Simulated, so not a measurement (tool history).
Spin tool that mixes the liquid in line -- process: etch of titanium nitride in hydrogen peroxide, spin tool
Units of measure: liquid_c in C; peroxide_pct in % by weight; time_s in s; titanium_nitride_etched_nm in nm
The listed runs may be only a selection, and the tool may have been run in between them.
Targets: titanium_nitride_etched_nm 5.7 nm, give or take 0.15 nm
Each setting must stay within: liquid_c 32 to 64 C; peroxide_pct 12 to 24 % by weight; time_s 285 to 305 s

| run | hour | liquid_c | peroxide_pct | time_s | titanium_nitride_etched_nm |
|---|---|---|---|---|---|
| 1 | 0 | 48 | 16 | 285 | 15.762 |
| 2 | 1.3 | 43.5 | 16 | 285 | 11.151 |
| 3 | 8.8 | 40.5 | 16 | 285 | 8.9445 |
| 4 | 10.4 | 38.5 | 16 | 285 | 7.7511 |
|  | 15.9 | thermometer replaced |
| 5 | 15.9 | 38.5 | 16 | 285 | 6.8428 |
| 6 | 19.7 | 38.5 | 16 | 285 | 6.7438 |
| 7 | 21.3 | 38 | 16 | 285 | 6.4588 |
| 8 | 27 | 36 | 16 | 285 | 5.5522 |

Exercise: of the 5 proposed moves below, exactly one satisfies all targets within the stated allowed misses. Which move is it?
| A | 32.7 | 35.5 | 15.5 | 285 | ? |
| B | 32.7 | 35 | 16.5 | 300 | ? |
| C | 32.7 | 37 | 13 | 285 | ? |
| D | 32.7 | 35.5 | 16.5 | 285 | ? |
| E | 32.7 | 34.5 | 15 | 305 | ? |

| move | titanium_nitride_etched_nm |
|---|---|
| A | 5.3021 |
| B | 5.4355 |
| C | 5.751 |
| D | 5.3726 |
| E | 5.2048 |
A: further off than the last run
B: further off than the last run
C: all results in spec
D: further off than the last run
E: further off than the last run
Correct choice: C, which meets every target
